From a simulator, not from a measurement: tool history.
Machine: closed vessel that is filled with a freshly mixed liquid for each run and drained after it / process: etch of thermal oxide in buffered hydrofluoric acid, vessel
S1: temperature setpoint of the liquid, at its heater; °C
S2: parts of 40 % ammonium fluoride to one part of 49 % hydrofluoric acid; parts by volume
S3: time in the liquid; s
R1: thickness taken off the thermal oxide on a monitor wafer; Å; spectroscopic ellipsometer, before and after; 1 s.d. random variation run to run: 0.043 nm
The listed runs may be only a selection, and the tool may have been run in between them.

run	hour	S1	S2	S3	R1
1	0.0	21.0	17.5	30	195.37
2	1.8	21.0	12.5	30	272.76
3	3.2	21.0	10.0	30	327.15
4	4.9	20.5	11.5	30	286.53
5	9.9	17.5	11.5	30	242.54
6	13.6	17.5	13.0	30	215.36
# hour 19.4: hydrofluoric acid flow meter replaced
7	19.4	17.5	14.0	30	181.06
8	24.6	17.5	14.5	30	174.13
9	31.6	17.5	15.0	30	168.19
10	36.0	17.5	15.5	30	163.46
11	43.2	17.5	16.0	30	157.11
12	50.8	17.5	16.0	30	157.72
13	57.6	17.5	16.5	30	152.86
14	66.7	17.5	17.0	30	150.32
15	73.4	17.5	17.5	30	143.69
16	76.7	17.5	18.0	30	141.35
17	78.0	17.5	18.5	30	137.55
18	84.9	17.5	19.0	30	132.66
19	88.5	17.5	19.0	30	134.12

Run 20 has not been measured yet. What should we expect?
20	91.0	17.5	19.5	30	?

Run 20 gave R1 129.15 Å.
